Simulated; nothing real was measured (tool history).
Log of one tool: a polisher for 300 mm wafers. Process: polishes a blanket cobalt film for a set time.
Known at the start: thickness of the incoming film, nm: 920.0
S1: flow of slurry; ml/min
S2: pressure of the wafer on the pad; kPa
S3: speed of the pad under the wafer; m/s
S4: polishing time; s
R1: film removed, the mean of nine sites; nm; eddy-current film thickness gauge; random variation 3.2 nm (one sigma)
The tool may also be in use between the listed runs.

run 1 day=0 | S1=155 S2=12.4 S3=1.02 S4=42 | R1=179.52
run 2 day=0.179 | S1=155 S2=12.4 S3=1.12 S4=42 | R1=205.32
run 3 day=0.471 | S1=155 S2=12.4 S3=1.12 S4=42 | R1=201.5
run 4 day=0.825 | S1=160 S2=13.1 S3=1.12 S4=42 | R1=211.24
run 5 day=0.992 | S1=160 S2=13.8 S3=1.12 S4=42 | R1=212.24
run 6 day=1.3 | S1=160 S2=13.8 S3=0.96 S4=42 | R1=186.71

Run 7 comes next. What will it give?
run 7 day=1.404 | S1=160 S2=13.8 S3=0.96 S4=42 | R1=?

R1: 183.45 nm

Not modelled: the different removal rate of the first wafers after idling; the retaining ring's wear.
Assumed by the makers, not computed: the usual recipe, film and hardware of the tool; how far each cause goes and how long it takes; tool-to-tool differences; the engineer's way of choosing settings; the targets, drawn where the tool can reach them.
